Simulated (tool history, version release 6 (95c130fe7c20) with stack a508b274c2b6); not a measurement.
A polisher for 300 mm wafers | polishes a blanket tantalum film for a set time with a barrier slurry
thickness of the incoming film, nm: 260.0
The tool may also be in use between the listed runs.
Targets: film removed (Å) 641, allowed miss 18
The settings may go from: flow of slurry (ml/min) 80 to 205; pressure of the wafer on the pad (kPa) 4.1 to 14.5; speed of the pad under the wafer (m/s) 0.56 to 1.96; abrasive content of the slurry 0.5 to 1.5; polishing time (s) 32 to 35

run	hour	flow of slurry (ml/min)	pressure of the wafer on the pad (kPa)	speed of the pad under the wafer (m/s)	abrasive content of the slurry	polishing time (s)	film removed (Å)
1	0	135	9	1.26	1	35	420.79
2	5.5	140	9.7	1.26	1	35	449.44
3	9.5	140	9.7	1.26	1	32	412.51
4	11.1	140	10.3	1.26	1	32	445.74
5	17.8	140	11	1.26	1	32	470.3
6	19.6	145	11.7	1.26	1	32	501.44
7	24.3	145	12.4	1.26	1	32	526.09
8	28.5	145	13.1	1.26	1	32	567.55
9	33.7	175	13.8	1.26	1	32	601.02

Which of these 4 next moves meets every target?
A	38.9	170	14.5	1.28	1.25	33	?
B	38.9	165	13.8	1.22	0.95	32	?
C	38.9	180	14.5	1.22	0.9	34	?
D	38.9	175	13.8	1.14	1	32	?

move	film removed (Å)
A	704.13
B	574.8
C	636.65
D	550.23
A: takes the result that was furthest off past its target
B: further off than the last run
C: meets every target
D: further off than the last run
The right move is C.
